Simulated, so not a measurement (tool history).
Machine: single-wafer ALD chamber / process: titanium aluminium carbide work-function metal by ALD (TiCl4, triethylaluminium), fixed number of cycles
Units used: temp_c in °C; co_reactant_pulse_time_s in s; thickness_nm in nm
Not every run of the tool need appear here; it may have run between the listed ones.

{"run": 1, "hour": 0.0, "temp_c": 295, "co_reactant_pulse_time_s": 8.01, "thickness_nm": 1.7608}
{"run": 2, "hour": 8.5, "temp_c": 295, "co_reactant_pulse_time_s": 6.68, "thickness_nm": 1.6581}
{"run": 3, "hour": 17.3, "temp_c": 301, "co_reactant_pulse_time_s": 6.68, "thickness_nm": 1.6971}
{"run": 4, "hour": 23.2, "temp_c": 305, "co_reactant_pulse_time_s": 8.04, "thickness_nm": 1.8419}
{"run": 5, "hour": 23.8, "temp_c": 308, "co_reactant_pulse_time_s": 8.54, "thickness_nm": 1.8942}
{"run": 6, "hour": 28.6, "temp_c": 311, "co_reactant_pulse_time_s": 8.96, "thickness_nm": 1.9478}

The next listed run, before its measurement:
{"run": 7, "hour": 36.9, "temp_c": 313, "co_reactant_pulse_time_s": 9.23, "thickness_nm": "?"}

Logged for run 7: thickness_nm 1.9651 nm.

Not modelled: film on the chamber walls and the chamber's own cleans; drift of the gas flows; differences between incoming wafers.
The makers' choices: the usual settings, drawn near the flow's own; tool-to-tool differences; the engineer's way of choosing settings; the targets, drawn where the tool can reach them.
